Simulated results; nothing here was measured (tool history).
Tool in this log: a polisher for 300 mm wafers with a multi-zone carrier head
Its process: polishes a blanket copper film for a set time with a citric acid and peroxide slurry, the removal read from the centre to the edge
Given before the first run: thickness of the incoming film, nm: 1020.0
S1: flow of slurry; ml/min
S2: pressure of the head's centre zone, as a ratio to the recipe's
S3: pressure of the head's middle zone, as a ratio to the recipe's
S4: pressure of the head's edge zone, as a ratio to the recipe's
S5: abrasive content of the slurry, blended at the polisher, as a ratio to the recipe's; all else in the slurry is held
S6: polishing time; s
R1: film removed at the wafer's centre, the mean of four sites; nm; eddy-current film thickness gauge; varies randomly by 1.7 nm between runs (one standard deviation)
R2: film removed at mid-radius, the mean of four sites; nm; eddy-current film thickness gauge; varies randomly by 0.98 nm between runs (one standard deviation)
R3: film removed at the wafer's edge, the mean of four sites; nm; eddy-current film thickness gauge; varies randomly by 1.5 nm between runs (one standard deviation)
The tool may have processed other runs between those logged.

run 1 hour=0 | S1=125 S2=1 S3=1 S4=1 S5=1 S6=74 | R1=179.12 R2=177.33 R3=192.89
run 2 hour=7.6 | S1=125 S2=1.08 S3=1 S4=1 S5=1 S6=74 | R1=197.07 R2=179.39 R3=194.39
run 3 hour=9.2 | S1=125 S2=1.08 S3=1 S4=1 S5=0.9 S6=74 | R1=194.73 R2=172.46 R3=184.19
run 4 hour=11.6 | S1=150 S2=1.08 S3=1 S4=1 S5=0.9 S6=74 | R1=200.92 R2=181.82 R3=193.91
run 5 hour=17.9 | S1=135 S2=1.03 S3=1.04 S4=0.94 S5=0.75 S6=71 | R1=169.49 R2=169.98 R3=169.65
-- hour=24.3 edge zone pressure recalibrated
run 6 hour=24.3 | S1=135 S2=1.03 S3=1.04 S4=0.9 S5=0.75 S6=71 | R1=170.58 R2=168.91 R3=163.23
run 7 hour=30.3 | S1=105 S2=0.96 S3=1.12 S4=0.81 S5=0.5 S6=61 | R1=118.52 R2=133.99 R3=115.63
run 8 hour=37 | S1=115 S2=0.97 S3=1.12 S4=0.82 S5=0.5 S6=61 | R1=120.5 R2=136.61 R3=120.11

Estimate the outcome of run 9 from the log above:
run 9 hour=44.6 | S1=135 S2=1.04 S3=1.15 S4=0.81 S5=0.55 S6=60 | R1=? R2=? R3=?

R1: 137.01 nm
R2: 147.16 nm
R3: 121.48 nm

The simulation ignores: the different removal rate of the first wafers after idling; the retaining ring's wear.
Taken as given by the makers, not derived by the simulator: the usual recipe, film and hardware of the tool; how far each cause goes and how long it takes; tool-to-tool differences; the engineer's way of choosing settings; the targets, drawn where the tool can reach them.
